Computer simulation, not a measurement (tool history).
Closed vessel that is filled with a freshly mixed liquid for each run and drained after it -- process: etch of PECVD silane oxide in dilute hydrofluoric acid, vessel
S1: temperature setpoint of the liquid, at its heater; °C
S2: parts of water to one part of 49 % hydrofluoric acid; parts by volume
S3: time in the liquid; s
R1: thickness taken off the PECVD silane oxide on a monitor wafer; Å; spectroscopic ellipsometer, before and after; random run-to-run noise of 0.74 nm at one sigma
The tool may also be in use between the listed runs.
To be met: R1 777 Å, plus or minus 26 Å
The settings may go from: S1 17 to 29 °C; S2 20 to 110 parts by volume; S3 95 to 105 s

Run 1, hour 0: S1 21 °C, S2 60 parts by volume, S3 95 s. Result: R1 432.54 Å.
Run 2, hour 6.3: S1 23 °C, S2 55 parts by volume, S3 95 s. Result: R1 513.54 Å.
Run 3, hour 10.4: S1 24.5 °C, S2 50 parts by volume, S3 95 s. Result: R1 605.11 Å.
Run 4, hour 18.2: S1 24.5 °C, S2 50 parts by volume, S3 95 s. Result: R1 608.46 Å.
Run 5, hour 21.2: S1 24.5 °C, S2 50 parts by volume, S3 105 s. Result: R1 678.02 Å.
Run 6, hour 28: S1 25.5 °C, S2 50 parts by volume, S3 105 s. Result: R1 696.04 Å.
Run 7, hour 34.6: S1 26.5 °C, S2 50 parts by volume, S3 105 s. Result: R1 725.67 Å.
Run 8, hour 39: S1 27 °C, S2 50 parts by volume, S3 105 s. Result: R1 748.57 Å.

Next run, 4 choices. One meets every target within its allowed miss, the rest don't. Which?
Run A, hour 43.4: S1 29 °C, S2 45 parts by volume, S3 100 s. Result: R1 ?.
Run B, hour 43.4: S1 28 °C, S2 50 parts by volume, S3 105 s. Result: R1 ?.
Run C, hour 43.4: S1 25 °C, S2 40 parts by volume, S3 105 s. Result: R1 ?.
Run D, hour 43.4: S1 28.5 °C, S2 45 parts by volume, S3 100 s. Result: R1 ?.

move      R1
   A  841.38
   B  758.63
   C  854.29
   D  825.09
A: takes the biggest miss from the last run beyond its target
B: every result lands within tolerance
C: takes the biggest miss from the last run beyond its target
D: takes the biggest miss from the last run beyond its target
B meets every target.

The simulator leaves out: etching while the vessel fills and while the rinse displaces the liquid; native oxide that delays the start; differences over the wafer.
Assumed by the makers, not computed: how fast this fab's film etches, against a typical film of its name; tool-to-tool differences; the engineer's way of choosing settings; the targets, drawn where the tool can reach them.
